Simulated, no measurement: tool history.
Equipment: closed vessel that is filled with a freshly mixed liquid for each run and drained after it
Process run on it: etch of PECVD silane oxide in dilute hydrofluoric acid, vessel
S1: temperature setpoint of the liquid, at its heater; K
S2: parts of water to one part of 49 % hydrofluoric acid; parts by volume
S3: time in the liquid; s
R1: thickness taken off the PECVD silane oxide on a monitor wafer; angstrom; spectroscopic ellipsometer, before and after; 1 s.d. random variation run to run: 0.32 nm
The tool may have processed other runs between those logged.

run,hour,S1,S2,S3,R1
1,0,295.15,115,255,289.52
2,4.1,295.15,130,255,250.47
3,11.5,296.15,130,255,264.04
4,15.7,296.15,170,255,193.89
5,23.4,296.15,195,255,160.73
6,28.6,296.15,210,255,149.03
7,32,297.15,195,255,169.03
8,37.2,298.15,185,255,183.64
9,44.8,298.65,175,255,206.58
10,46.8,298.65,175,255,204.71
11,52.1,299.15,165,255,221.84

Run 12 is up next; what results do you expect?
12,57.1,299.65,160,255,?

{"run 12": {"R1": 236.36}}
